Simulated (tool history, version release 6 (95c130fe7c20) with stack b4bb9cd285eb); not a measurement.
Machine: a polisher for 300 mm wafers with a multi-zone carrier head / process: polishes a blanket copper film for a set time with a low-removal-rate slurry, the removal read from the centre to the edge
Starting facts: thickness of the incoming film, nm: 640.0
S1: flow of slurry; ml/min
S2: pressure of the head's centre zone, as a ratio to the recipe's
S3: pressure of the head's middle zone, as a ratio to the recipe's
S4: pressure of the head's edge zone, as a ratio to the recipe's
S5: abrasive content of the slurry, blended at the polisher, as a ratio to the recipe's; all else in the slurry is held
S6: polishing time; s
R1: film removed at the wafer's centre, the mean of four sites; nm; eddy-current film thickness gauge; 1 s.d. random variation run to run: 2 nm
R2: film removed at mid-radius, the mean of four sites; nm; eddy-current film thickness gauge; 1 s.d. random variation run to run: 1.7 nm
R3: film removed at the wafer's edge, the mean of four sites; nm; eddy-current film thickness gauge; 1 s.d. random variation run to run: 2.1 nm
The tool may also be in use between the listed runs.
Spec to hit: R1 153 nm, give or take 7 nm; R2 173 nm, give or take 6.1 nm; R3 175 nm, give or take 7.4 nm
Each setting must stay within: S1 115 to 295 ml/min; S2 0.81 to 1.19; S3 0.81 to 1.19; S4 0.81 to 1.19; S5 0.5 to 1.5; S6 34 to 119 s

| run | hour | S1 | S2 | S3 | S4 | S5 | S6 | R1 | R2 | R3 |
|---|---|---|---|---|---|---|---|---|---|---|
| 1 | 0 | 190 | 1 | 1 | 1 | 1 | 76 | 185.76 | 176.32 | 183.58 |
| 2 | 7.4 | 190 | 1 | 1 | 1 | 1 | 83 | 204.13 | 194.99 | 199.53 |
| 3 | 9.6 | 180 | 0.95 | 0.99 | 0.98 | 0.9 | 83 | 186.64 | 184.01 | 189.75 |
| 4 | 14.6 | 170 | 0.91 | 0.99 | 0.97 | 0.9 | 83 | 176.52 | 184.15 | 186.75 |
| 5 | 18 | 165 | 0.88 | 0.98 | 0.96 | 0.9 | 83 | 168.09 | 180.84 | 186.38 |
| 6 | 26 | 165 | 0.88 | 0.98 | 0.9 | 0.9 | 83 | 164.04 | 180.75 | 180.46 |
| 7 | 35 | 160 | 0.87 | 0.97 | 0.89 | 0.9 | 83 | 164.4 | 179.04 | 176.75 |
| 8 | 39.5 | 155 | 0.86 | 0.96 | 0.89 | 0.9 | 83 | 165.69 | 176.85 | 179.53 |
| 9 | 46.9 | 145 | 0.81 | 0.98 | 0.89 | 0.8 | 82 | 140.76 | 168.13 | 166.07 |

Exercise: of the 4 proposed moves below, exactly one satisfies all targets within the stated allowed misses. Which move is it?
| A | 54.3 | 165 | 0.88 | 0.87 | 0.98 | 0.95 | 86 | ? | ? | ? |
| B | 54.3 | 115 | 0.87 | 1.04 | 0.97 | 1.15 | 77 | ? | ? | ? |
| C | 54.3 | 115 | 0.86 | 0.94 | 0.96 | 0.85 | 84 | ? | ? | ? |
| D | 54.3 | 185 | 0.83 | 0.95 | 0.95 | 0.7 | 95 | ? | ? | ? |

| move | R1 | R2 | R3 |
|---|---|---|---|
| A | 180.43 | 174.04 | 198.82 |
| B | 152.9 | 174.06 | 175.64 |
| C | 150.34 | 159.68 | 174.22 |
| D | 174.52 | 191 | 199.06 |
A: moves the result that the last run missed by most past its target, out the other side
B: all results land within tolerance of their targets
C: gets the furthest-off result to its target, but another result is out of tolerance
D: moves the result that the last run missed by most past its target, out the other side
The move that meets every target is B.
